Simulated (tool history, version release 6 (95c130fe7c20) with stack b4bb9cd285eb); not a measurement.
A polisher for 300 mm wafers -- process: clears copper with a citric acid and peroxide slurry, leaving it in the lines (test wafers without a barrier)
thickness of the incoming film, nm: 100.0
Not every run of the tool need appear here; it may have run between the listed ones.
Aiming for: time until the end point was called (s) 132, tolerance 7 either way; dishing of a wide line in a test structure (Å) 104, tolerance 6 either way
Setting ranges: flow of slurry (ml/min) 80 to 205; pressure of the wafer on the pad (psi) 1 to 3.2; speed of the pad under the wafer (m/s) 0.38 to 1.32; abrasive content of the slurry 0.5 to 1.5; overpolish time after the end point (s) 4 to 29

run  hour  flow of slurry (ml/min)  pressure of the wafer on the pad (psi)  speed of the pad under the wafer (m/s)  abrasive content of the slurry  overpolish time after the end point (s)  time until the end point was called (s)  dishing of a wide line in a test structure (Å)
  1     0                      135                                     2.1                                    0.84                               1                                       15                                   72.533                                          124.99
  2   4.2                      135                                     1.9                                    0.84                               1                                       16                                   81.103                                          120.65
  3   5.7                      135                                     1.9                                    0.84                            1.15                                       16                                    79.97                                          125.89
  4   7.5                      115                                     1.9                                    0.84                            1.15                                       16                                   80.845                                          122.44
  5  14.9                      115                                     1.8                                    0.84                            1.15                                       17                                   85.754                                          122.74
  6  18.8                      115                                     1.7                                    0.84                            1.15                                       18                                   90.785                                          128.17
  7  21.7                      115                                     1.6                                    0.84                            1.15                                       18                                   99.495                                          120.32
  8  26.8                      115                                     1.5                                    0.84                            1.15                                       18                                   103.89                                          107.85
  9    31                      115                                     1.4                                    0.84                            1.15                                       18                                   107.99                                          102.55

Of the 5 settings listed for the next run, only one would bring every result within its allowed miss of target. Which one?
  A  35.2                      135                                     1.3                                     0.6                             1.2                                       28                                        ?                                               ?
  B  35.2                       95                                     1.2                                    0.96                             1.2                                       23                                        ?                                               ?
  C  35.2                      105                                     2.1                                    0.42                            1.25                                       23                                        ?                                               ?
  D  35.2                       85                                     1.3                                    0.74                             1.3                                       22                                        ?                                               ?
  E  35.2                      105                                       1                                    0.82                             1.1                                       26                                        ?                                               ?

move  time until the end point was called (s)  dishing of a wide line in a test structure (Å)
   A                                   154.61                                          115.23
   B                                    112.8                                          128.16
   C                                   141.53                                          105.13
   D                                   133.32                                          105.48
   E                                   155.33                                          106.15
A: moves the result that the last run missed by most past its target, out the other side
B: further off than the last run
C: moves the result that the last run missed by most past its target, out the other side
D: meets every target
E: moves the result that the last run missed by most past its target, out the other side
Correct choice: D, which meets every target
